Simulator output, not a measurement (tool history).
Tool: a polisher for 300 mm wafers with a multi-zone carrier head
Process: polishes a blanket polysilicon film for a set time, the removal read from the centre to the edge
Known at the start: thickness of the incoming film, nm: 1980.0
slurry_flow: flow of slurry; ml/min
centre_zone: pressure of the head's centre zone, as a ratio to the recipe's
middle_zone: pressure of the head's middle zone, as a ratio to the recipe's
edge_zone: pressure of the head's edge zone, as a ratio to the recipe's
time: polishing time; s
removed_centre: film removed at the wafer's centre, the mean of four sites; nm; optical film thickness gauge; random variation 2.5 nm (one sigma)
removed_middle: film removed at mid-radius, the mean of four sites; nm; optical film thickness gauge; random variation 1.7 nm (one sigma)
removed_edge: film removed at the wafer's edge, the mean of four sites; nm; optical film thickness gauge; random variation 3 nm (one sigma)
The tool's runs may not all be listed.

run	hour	slurry_flow	centre_zone	middle_zone	edge_zone	time	removed_centre	removed_middle	removed_edge
1	0.0	185	1.00	1.00	1.00	40	358.52	352.29	350.89
2	6.4	185	0.96	1.00	1.00	40	334.77	356.53	361.53
3	14.1	180	0.95	1.00	0.98	38	321.20	335.22	344.85
4	17.8	180	0.95	1.00	0.98	29	238.99	257.48	257.40
5	21.3	180	0.99	1.00	0.98	29	250.11	256.94	253.73
6	30.2	175	0.98	1.01	0.97	29	250.10	258.43	251.18

Forecast run 7:
7	36.9	170	0.97	1.01	0.96	29	?	?	?

Run 7 gave removed_centre 246.78 nm, removed_middle 256.15 nm, removed_edge 254.44 nm.
